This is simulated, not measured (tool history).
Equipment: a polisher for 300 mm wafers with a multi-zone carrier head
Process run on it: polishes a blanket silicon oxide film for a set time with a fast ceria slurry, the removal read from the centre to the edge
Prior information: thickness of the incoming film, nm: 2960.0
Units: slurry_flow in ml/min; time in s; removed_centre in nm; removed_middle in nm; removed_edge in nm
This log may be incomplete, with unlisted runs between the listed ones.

run,hour,slurry_flow,centre_zone,middle_zone,edge_zone,time,removed_centre,removed_middle,removed_edge
1,0.0,285,1.00,1.00,1.00,74,1038.00,991.23,1020.60
2,8.5,285,1.00,1.00,1.00,60,829.91,787.30,849.07
3,15.8,295,1.02,1.06,1.01,69,977.44,959.63,982.87
4,17.2,295,1.02,1.06,1.07,69,992.54,974.78,1012.70
5,23.6,295,1.02,1.06,1.07,56,811.93,790.34,815.23
6,30.8,295,1.02,1.13,1.07,56,796.24,845.09,805.03
7,37.1,310,1.04,1.15,1.03,66,954.95,1018.20,922.97
8,39.0,365,1.08,1.19,1.01,87,1344.40,1370.60,1213.30

Run 9 comes next. What will it give?
9,42.8,365,1.07,1.19,0.99,88,?,?,?

Run 9 produced removed_centre 1340.20 nm, removed_middle 1382.40 nm, removed_edge 1211.60 nm.
